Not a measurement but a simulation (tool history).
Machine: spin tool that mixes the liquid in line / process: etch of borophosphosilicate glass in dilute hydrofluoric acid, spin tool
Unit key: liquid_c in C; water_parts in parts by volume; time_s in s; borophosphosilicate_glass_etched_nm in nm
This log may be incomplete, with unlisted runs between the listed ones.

| run | day | liquid_c | water_parts | time_s | borophosphosilicate_glass_etched_nm |
|---|---|---|---|---|---|
| 1 | 0.000 | 26.0 | 230 | 15 | 2.5550 |
| 2 | 0.221 | 26.0 | 295 | 15 | 1.8647 |
| 3 | 0.246 | 22.5 | 295 | 15 | 1.6256 |
| 4 | 0.592 | 22.5 | 295 | 15 | 1.6458 |
| 5 | 0.700 | 25.0 | 270 | 15 | 2.0027 |
| 6 | 0.833 | 27.0 | 250 | 15 | 2.3693 |
| 7 | 0.858 | 28.5 | 235 | 15 | 2.7018 |
| 8 | 1.071 | 30.0 | 225 | 15 | 3.0019 |

The next listed run, before its measurement:
| 9 | 1.212 | 31.0 | 220 | 15 | ? |

borophosphosilicate_glass_etched_nm: 3.2105 nm

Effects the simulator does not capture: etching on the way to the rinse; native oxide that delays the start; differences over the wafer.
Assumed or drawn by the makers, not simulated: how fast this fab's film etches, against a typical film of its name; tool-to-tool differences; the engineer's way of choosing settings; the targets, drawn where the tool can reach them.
